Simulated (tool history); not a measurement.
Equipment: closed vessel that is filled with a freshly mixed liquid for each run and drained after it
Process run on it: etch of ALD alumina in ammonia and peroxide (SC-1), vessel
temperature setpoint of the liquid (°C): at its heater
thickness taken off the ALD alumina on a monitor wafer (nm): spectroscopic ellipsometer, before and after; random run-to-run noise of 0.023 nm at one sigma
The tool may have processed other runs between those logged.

run,hour,temperature setpoint of the liquid (°C),parts of 29 % ammonia solution to one part of 30 % peroxide (parts by volume),time in the liquid (s),thickness taken off the ALD alumina on a monitor wafer (nm)
1,0.0,51.0,1.00,100,5.3175
2,5.6,51.0,1.00,100,5.3331
3,13.2,51.0,0.65,100,5.1105
4,20.6,50.0,0.65,100,4.8168
5,28.5,49.5,0.65,100,4.6536
6,31.0,49.0,0.65,100,4.6091
7,34.4,49.0,0.65,100,4.5804

Expected results for the next run?
8,39.0,44.5,0.65,100,?

Run 8 yielded thickness taken off the ALD alumina on a monitor wafer (nm) 3.5486.
